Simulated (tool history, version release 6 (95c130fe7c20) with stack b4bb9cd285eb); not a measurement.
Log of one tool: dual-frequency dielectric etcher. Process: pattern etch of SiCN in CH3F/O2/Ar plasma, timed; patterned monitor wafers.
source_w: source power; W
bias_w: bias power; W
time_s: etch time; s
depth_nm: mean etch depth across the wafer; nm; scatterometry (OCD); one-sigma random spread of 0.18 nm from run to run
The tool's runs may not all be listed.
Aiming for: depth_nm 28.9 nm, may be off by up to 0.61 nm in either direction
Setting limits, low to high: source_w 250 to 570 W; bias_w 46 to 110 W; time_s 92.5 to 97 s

run  hour  source_w  bias_w  time_s  depth_nm
  1     0       410      78    92.5    36.893
  2     1       460      78    92.5    37.858
  3   7.6       440      74    92.5    37.205
  4  13.5       440      74    92.5    37.437
  5  20.7       510      74    92.5    38.387
  6  26.7       510      74      97    40.568
  7  31.4       480      71    96.5    38.781
  8  32.1       460      68      96    37.188
  9  33.5       450      66      96    37.005
 10  36.9       450      66      96    36.839
 11  42.4       430      64    95.5    35.735
 12    48       350      48      94    30.145
 13  56.5       330      47      94    29.502

Which single option among these 4 for the next run brings every result within its allowed miss of target? Just one does.
  A    65       350      47      95         ?
  B    65       270      60    93.5         ?
  C    65       320      54    92.5         ?
  D    65       300      46    95.5         ?

move  depth_nm
   A    30.476
   B    30.615
   C    30.416
   D     29.22
A: lands further from the targets than the last run did
B: lands further from the targets than the last run did
C: lands further from the targets than the last run did
D: every result lands within tolerance
The move that meets every target is D.
